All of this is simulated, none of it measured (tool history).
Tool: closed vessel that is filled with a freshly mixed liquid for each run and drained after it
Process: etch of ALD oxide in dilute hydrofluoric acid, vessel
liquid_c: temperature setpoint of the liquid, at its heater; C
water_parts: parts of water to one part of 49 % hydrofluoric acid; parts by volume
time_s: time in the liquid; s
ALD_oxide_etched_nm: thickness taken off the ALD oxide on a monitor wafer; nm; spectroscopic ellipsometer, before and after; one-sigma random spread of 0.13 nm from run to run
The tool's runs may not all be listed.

run  hour  liquid_c  water_parts  time_s  ALD_oxide_etched_nm
  1   0.0      20.0           95     225               23.886
  2   6.6      18.5           95     225               22.510
  3  14.2      18.5           95     225               22.528
  4  18.5      17.0           95     225               21.034
  5  20.7      19.0           95     225               23.123
  6  27.6      19.0          110     225               19.647
  7  33.5      19.0          110     225               19.519
  8  34.5      23.0          100     225               25.491
  9  38.0      24.0          100     225               26.762

Expected results for the next run?
 10  46.2      28.0          100     225                    ?

For run 10 the tool returned ALD_oxide_etched_nm 31.173 nm.

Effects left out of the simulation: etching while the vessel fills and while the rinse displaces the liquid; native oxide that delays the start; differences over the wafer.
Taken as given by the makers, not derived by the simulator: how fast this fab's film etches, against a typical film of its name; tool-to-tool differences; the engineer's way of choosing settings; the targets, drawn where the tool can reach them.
